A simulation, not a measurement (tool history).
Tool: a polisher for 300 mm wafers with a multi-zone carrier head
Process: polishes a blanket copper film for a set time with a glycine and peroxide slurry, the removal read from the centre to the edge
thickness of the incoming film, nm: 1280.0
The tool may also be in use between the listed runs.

run	hour	flow of slurry (ml/min)	pressure of the head's centre zone	pressure of the head's middle zone	pressure of the head's edge zone	polishing time (s)	film removed at the wafer's centre (nm)	film removed at mid-radius (nm)	film removed at the wafer's edge (nm)
1	0	170	1	1	1	38	156.1	154.91	154.97
2	3.5	170	1	1.06	1	38	154.86	164.28	157.04
3	4.2	150	0.97	1.05	0.95	32	127.87	135.52	126.97
4	6.5	135	0.93	1.04	0.93	28	106.62	116.3	106.43
5	12.8	165	0.93	1.04	0.93	28	105.29	119.47	109.14
6	19.6	165	0.9	1.01	0.9	26	93.648	108.91	101.44
7	28.5	155	0.89	1	0.87	24	88.217	97.08	90.509
8	34	155	0.87	0.99	0.85	23	81.188	92.585	86.28

Run 9 comes next. What will it give?
9	39.5	130	0.87	0.98	0.81	20	?	?	?

film removed at the wafer's centre (nm): 68.842
film removed at mid-radius (nm): 78.494
film removed at the wafer's edge (nm): 71.597
